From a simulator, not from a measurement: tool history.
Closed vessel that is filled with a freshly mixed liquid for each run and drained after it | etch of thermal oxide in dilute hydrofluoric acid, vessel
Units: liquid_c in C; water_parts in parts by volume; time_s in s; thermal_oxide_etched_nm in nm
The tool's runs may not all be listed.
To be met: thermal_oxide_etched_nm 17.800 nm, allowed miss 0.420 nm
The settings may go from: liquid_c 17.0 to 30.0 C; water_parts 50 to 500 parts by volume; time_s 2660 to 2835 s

Run 1, hour 0.0: liquid_c 22.0 C, water_parts 275 parts by volume, time_s 2660 s. Result: thermal_oxide_etched_nm 35.661 nm.
Run 2, hour 9.1: liquid_c 22.0 C, water_parts 275 parts by volume, time_s 2660 s. Result: thermal_oxide_etched_nm 35.381 nm.
Run 3, hour 16.5: liquid_c 20.5 C, water_parts 310 parts by volume, time_s 2660 s. Result: thermal_oxide_etched_nm 28.483 nm.
Run 4, hour 21.1: liquid_c 19.5 C, water_parts 335 parts by volume, time_s 2660 s. Result: thermal_oxide_etched_nm 25.053 nm.
Run 5, hour 30.5: liquid_c 19.5 C, water_parts 335 parts by volume, time_s 2835 s. Result: thermal_oxide_etched_nm 26.561 nm.
Run 6, hour 34.4: liquid_c 18.5 C, water_parts 355 parts by volume, time_s 2835 s. Result: thermal_oxide_etched_nm 23.914 nm.
Run 7, hour 43.2: liquid_c 18.0 C, water_parts 370 parts by volume, time_s 2835 s. Result: thermal_oxide_etched_nm 22.379 nm.
Run 8, hour 47.2: liquid_c 17.5 C, water_parts 385 parts by volume, time_s 2835 s. Result: thermal_oxide_etched_nm 20.809 nm.
Run 9, hour 56.4: liquid_c 17.5 C, water_parts 395 parts by volume, time_s 2835 s. Result: thermal_oxide_etched_nm 20.061 nm.
Run 10, hour 57.7: liquid_c 17.5 C, water_parts 405 parts by volume, time_s 2835 s. Result: thermal_oxide_etched_nm 19.480 nm.
Run 11, hour 61.0: liquid_c 17.5 C, water_parts 410 parts by volume, time_s 2835 s. Result: thermal_oxide_etched_nm 18.980 nm.
Run 12, hour 64.0: liquid_c 17.5 C, water_parts 415 parts by volume, time_s 2835 s. Result: thermal_oxide_etched_nm 18.825 nm.
Run 13, hour 66.9: liquid_c 17.5 C, water_parts 420 parts by volume, time_s 2835 s. Result: thermal_oxide_etched_nm 18.322 nm.

Which of these 4 next moves meets every target?
Run A, hour 69.8: liquid_c 19.5 C, water_parts 455 parts by volume, time_s 2690 s. Result: thermal_oxide_etched_nm ?.
Run B, hour 69.8: liquid_c 18.0 C, water_parts 415 parts by volume, time_s 2660 s. Result: thermal_oxide_etched_nm ?.
Run C, hour 69.8: liquid_c 19.0 C, water_parts 430 parts by volume, time_s 2815 s. Result: thermal_oxide_etched_nm ?.
Run D, hour 69.8: liquid_c 17.0 C, water_parts 410 parts by volume, time_s 2835 s. Result: thermal_oxide_etched_nm ?.

move  thermal_oxide_etched_nm
   A                   16.965
   B                   18.017
   C                   18.834
   D                   18.829
A: takes the result that was furthest off past its target
B: meets every target
C: further off than the last run
D: further off than the last run
Answer: B
